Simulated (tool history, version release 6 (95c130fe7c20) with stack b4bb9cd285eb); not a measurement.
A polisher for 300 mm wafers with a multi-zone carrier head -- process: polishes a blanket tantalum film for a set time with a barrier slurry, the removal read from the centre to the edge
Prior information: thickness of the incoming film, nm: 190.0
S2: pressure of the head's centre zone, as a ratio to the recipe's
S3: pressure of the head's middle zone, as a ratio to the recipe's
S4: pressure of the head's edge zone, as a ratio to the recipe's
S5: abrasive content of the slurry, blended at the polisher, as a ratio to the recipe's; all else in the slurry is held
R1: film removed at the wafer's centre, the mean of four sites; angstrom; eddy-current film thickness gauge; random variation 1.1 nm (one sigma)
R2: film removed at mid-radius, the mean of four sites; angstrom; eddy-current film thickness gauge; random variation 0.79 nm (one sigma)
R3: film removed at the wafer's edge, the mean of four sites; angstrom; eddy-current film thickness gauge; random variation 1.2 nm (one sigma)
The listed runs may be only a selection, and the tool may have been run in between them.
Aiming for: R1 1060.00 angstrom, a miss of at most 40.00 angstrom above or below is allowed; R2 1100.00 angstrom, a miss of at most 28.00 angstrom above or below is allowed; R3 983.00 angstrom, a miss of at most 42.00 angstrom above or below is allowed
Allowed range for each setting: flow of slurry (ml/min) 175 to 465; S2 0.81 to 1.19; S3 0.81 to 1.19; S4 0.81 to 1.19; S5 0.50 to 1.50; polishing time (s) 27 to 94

Run 1, hour 0.0: flow of slurry (ml/min) 295, S2 1.00, S3 1.00, S4 1.00, S5 1.00, polishing time (s) 60. Result: R1 701.90 angstrom, R2 718.84 angstrom, R3 710.16 angstrom.
Run 2, hour 7.3: flow of slurry (ml/min) 300, S2 1.01, S3 1.02, S4 1.01, S5 1.05, polishing time (s) 61. Result: R1 731.64 angstrom, R2 759.29 angstrom, R3 758.66 angstrom.
Run 3, hour 11.1: flow of slurry (ml/min) 300, S2 1.06, S3 1.02, S4 1.01, S5 1.05, polishing time (s) 61. Result: R1 785.96 angstrom, R2 767.75 angstrom, R3 750.83 angstrom.
Run 4, hour 17.0: flow of slurry (ml/min) 300, S2 1.06, S3 1.02, S4 0.93, S5 1.05, polishing time (s) 61. Result: R1 774.48 angstrom, R2 758.60 angstrom, R3 708.85 angstrom.
Run 5, hour 24.7: flow of slurry (ml/min) 305, S2 1.07, S3 1.04, S4 0.94, S5 1.10, polishing time (s) 61. Result: R1 803.80 angstrom, R2 781.54 angstrom, R3 743.80 angstrom.
Run 6, hour 28.8: flow of slurry (ml/min) 305, S2 1.07, S3 1.09, S4 0.94, S5 1.10, polishing time (s) 61. Result: R1 781.51 angstrom, R2 814.94 angstrom, R3 725.14 angstrom.
Run 7, hour 35.1: flow of slurry (ml/min) 310, S2 1.08, S3 1.10, S4 0.95, S5 1.15, polishing time (s) 62. Result: R1 837.03 angstrom, R2 849.80 angstrom, R3 751.93 angstrom.
Run 8, hour 41.7: flow of slurry (ml/min) 310, S2 1.08, S3 1.10, S4 0.95, S5 1.15, polishing time (s) 62. Result: R1 832.94 angstrom, R2 850.84 angstrom, R3 758.09 angstrom.
Run 9, hour 49.1: flow of slurry (ml/min) 315, S2 1.08, S3 1.11, S4 0.96, S5 1.20, polishing time (s) 62. Result: R1 837.09 angstrom, R2 858.56 angstrom, R3 765.49 angstrom.
Run 10, hour 50.3: flow of slurry (ml/min) 330, S2 1.11, S3 1.18, S4 1.06, S5 1.45, polishing time (s) 73. Result: R1 1045.40 angstrom, R2 1130.70 angstrom, R3 1002.90 angstrom.

Consider the 5 candidate settings below. Which is the only one whose results all fall within their allowed miss of target?
Run A, hour 51.5: flow of slurry (ml/min) 345, S2 1.12, S3 1.09, S4 1.09, S5 1.50, polishing time (s) 71. Result: R1 ?, R2 ?, R3 ?.
Run B, hour 51.5: flow of slurry (ml/min) 280, S2 1.19, S3 1.06, S4 1.02, S5 1.45, polishing time (s) 74. Result: R1 ?, R2 ?, R3 ?.
Run C, hour 51.5: flow of slurry (ml/min) 390, S2 1.09, S3 1.14, S4 1.02, S5 1.45, polishing time (s) 72. Result: R1 ?, R2 ?, R3 ?.
Run D, hour 51.5: flow of slurry (ml/min) 310, S2 1.18, S3 1.14, S4 1.03, S5 1.50, polishing time (s) 73. Result: R1 ?, R2 ?, R3 ?.
Run E, hour 51.5: flow of slurry (ml/min) 345, S2 1.19, S3 1.10, S4 0.97, S5 1.45, polishing time (s) 75. Result: R1 ?, R2 ?, R3 ?.

move       R1       R2      R3
   A  1058.60  1048.00  972.81
   B  1136.50  1035.90  962.08
   C  1049.00  1107.80  958.05
   D  1134.60  1108.10  967.38
   E  1179.80  1107.10  969.70
A: the result that was furthest off in the last run now lies on the other side of its target
B: the result that was furthest off in the last run now lies on the other side of its target
C: each result inside its tolerance
D: brings the result that was furthest off to its target, and leaves another outside
E: brings the result that was furthest off to its target, and leaves another outside
Move C is the one to make.
